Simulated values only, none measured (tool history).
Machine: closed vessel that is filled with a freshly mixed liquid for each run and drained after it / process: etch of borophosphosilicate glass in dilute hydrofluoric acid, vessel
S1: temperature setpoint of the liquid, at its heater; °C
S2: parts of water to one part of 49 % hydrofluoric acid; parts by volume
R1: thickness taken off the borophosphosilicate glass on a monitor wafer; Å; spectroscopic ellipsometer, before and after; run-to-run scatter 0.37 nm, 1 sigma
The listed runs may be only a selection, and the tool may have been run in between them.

{"run": 1, "hour": 0.0, "S1": 24, "S2": 40, "time in the liquid (s)": 30, "R1": 301.45}
{"run": 2, "hour": 1.2, "S1": 24, "S2": 25, "time in the liquid (s)": 30, "R1": 497.49}
{"run": 3, "hour": 5.1, "S1": 25.5, "S2": 25, "time in the liquid (s)": 30, "R1": 526.22}
{"run": 4, "hour": 6.8, "S1": 22.5, "S2": 25, "time in the liquid (s)": 30, "R1": 469.72}
{"run": 5, "hour": 10.2, "S1": 21, "S2": 25, "time in the liquid (s)": 30, "R1": 436.23}
{"run": 6, "hour": 18.6, "S1": 23, "S2": 25, "time in the liquid (s)": 30, "R1": 469.17}
{"run": 7, "hour": 21.1, "S1": 24.5, "S2": 25, "time in the liquid (s)": 30, "R1": 504.94}

Estimate the outcome of run 8 from the log above:
{"run": 8, "hour": 28.2, "S1": 25.5, "S2": 25, "time in the liquid (s)": 30, "R1": "?"}

{"run 8": {"R1": 524.71}}
